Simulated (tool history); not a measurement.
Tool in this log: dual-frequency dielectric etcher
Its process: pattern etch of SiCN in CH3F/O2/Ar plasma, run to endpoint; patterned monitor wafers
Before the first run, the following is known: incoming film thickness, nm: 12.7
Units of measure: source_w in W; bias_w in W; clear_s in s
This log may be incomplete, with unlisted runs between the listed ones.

| run | hour | source_w | bias_w | clear_s |
|---|---|---|---|---|
| 1 | 0 | 510 | 99 | 26.582 |
| 2 | 5.4 | 510 | 89 | 27.974 |
| 3 | 7.1 | 510 | 102 | 26.588 |
| 4 | 14.4 | 570 | 102 | 25.267 |
| 5 | 18.8 | 590 | 103 | 25.008 |
| 6 | 24.2 | 610 | 104 | 24.546 |
| 7 | 33.1 | 630 | 105 | 24.038 |
| 8 | 33.7 | 640 | 105 | 23.902 |
| 9 | 36.5 | 640 | 105 | 23.942 |
| 10 | 42.5 | 650 | 105 | 23.995 |

Run 11 comes next. What will it give?
| 11 | 46 | 660 | 105 | ? |

Run 11 gave clear_s 23.695 s.
